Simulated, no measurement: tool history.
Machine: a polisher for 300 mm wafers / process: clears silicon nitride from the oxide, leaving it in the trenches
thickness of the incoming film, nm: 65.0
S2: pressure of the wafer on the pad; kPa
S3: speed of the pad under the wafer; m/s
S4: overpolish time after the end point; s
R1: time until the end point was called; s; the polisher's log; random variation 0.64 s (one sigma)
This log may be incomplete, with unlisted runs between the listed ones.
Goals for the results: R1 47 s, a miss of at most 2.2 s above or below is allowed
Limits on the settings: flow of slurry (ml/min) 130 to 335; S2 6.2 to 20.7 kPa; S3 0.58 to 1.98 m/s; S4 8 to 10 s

run 1 hour=0 | flow_of_slurry_(ml/min)=215 S2=13.1 S3=1.28 S4=10 | R1=85.899
run 2 hour=1.1 | flow_of_slurry_(ml/min)=215 S2=13.8 S3=1.28 S4=10 | R1=81.637
run 3 hour=5.4 | flow_of_slurry_(ml/min)=215 S2=13.8 S3=1.5 S4=10 | R1=69.925
run 4 hour=8.4 | flow_of_slurry_(ml/min)=215 S2=11.7 S3=1.5 S4=10 | R1=80.499
run 5 hour=10 | flow_of_slurry_(ml/min)=215 S2=12.4 S3=1.5 S4=10 | R1=76.488
-- hour=18.9 slurry nozzle cleaned
run 6 hour=18.9 | flow_of_slurry_(ml/min)=215 S2=13.1 S3=1.5 S4=10 | R1=72.095
run 7 hour=25.6 | flow_of_slurry_(ml/min)=215 S2=17.2 S3=1.54 S4=10 | R1=52.131
run 8 hour=27 | flow_of_slurry_(ml/min)=215 S2=17.9 S3=1.54 S4=10 | R1=52.109

Which of these 4 next moves meets every target?
run A hour=28.4 | flow_of_slurry_(ml/min)=210 S2=17.9 S3=1.24 S4=10 | R1=?
run B hour=28.4 | flow_of_slurry_(ml/min)=195 S2=18.6 S3=1.46 S4=10 | R1=?
run C hour=28.4 | flow_of_slurry_(ml/min)=310 S2=19.3 S3=1.68 S4=8 | R1=?
run D hour=28.4 | flow_of_slurry_(ml/min)=215 S2=18.6 S3=1.6 S4=8 | R1=?

move=A R1=62.725
move=B R1=52.591
move=C R1=42.773
move=D R1=47.898
A: lands further from the targets than the last run did
B: lands further from the targets than the last run did
C: takes the biggest miss from the last run beyond its target
D: meets every target
D meets every target.

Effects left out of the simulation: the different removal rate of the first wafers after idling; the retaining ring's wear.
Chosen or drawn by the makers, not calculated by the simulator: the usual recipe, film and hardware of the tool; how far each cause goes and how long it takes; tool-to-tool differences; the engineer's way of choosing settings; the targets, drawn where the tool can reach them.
